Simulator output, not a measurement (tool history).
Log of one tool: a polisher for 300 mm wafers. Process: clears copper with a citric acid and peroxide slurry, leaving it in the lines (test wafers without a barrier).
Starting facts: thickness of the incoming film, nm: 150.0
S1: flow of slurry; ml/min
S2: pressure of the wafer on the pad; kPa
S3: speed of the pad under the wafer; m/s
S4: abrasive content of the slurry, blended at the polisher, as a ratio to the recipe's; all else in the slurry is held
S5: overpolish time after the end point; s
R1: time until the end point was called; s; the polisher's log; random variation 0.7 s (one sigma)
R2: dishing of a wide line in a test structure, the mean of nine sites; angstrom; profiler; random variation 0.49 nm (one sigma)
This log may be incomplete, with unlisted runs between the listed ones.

Run 1, day 0: S1 300 ml/min, S2 14.5 kPa, S3 1.1 m/s, S4 1, S5 20 s. Result: R1 78.631 s, R2 292.3 angstrom.
Run 2, day 0.362: S1 300 ml/min, S2 15.9 kPa, S3 1.1 m/s, S4 1, S5 19 s. Result: R1 74.559 s, R2 286.96 angstrom.
Run 3, day 0.688: S1 255 ml/min, S2 15.9 kPa, S3 1.1 m/s, S4 1, S5 19 s. Result: R1 75.377 s, R2 279.04 angstrom.
Run 4, day 0.938: S1 255 ml/min, S2 13.8 kPa, S3 1.1 m/s, S4 1, S5 19 s. Result: R1 84.234 s, R2 268.79 angstrom.
Run 5, day 1.138: S1 255 ml/min, S2 15.2 kPa, S3 1.12 m/s, S4 1, S5 19 s. Result: R1 76.115 s, R2 281.71 angstrom.
Run 6, day 1.354: S1 330 ml/min, S2 15.2 kPa, S3 1.12 m/s, S4 1, S5 19 s. Result: R1 74.148 s, R2 290.62 angstrom.
Run 7, day 1.638: S1 330 ml/min, S2 16.5 kPa, S3 1.12 m/s, S4 1, S5 19 s. Result: R1 72.118 s, R2 300.93 angstrom.
Run 8, day 1.917: S1 330 ml/min, S2 17.2 kPa, S3 1.16 m/s, S4 1, S5 19 s. Result: R1 65.232 s, R2 313.05 angstrom.

Estimate the outcome of run 9 from the log above:
Run 9, day 2.088: S1 330 ml/min, S2 17.9 kPa, S3 1.18 m/s, S4 1, S5 19 s. Result: R1 ?, R2 ?.

R1: 64.992 s
R2: 323.49 angstrom

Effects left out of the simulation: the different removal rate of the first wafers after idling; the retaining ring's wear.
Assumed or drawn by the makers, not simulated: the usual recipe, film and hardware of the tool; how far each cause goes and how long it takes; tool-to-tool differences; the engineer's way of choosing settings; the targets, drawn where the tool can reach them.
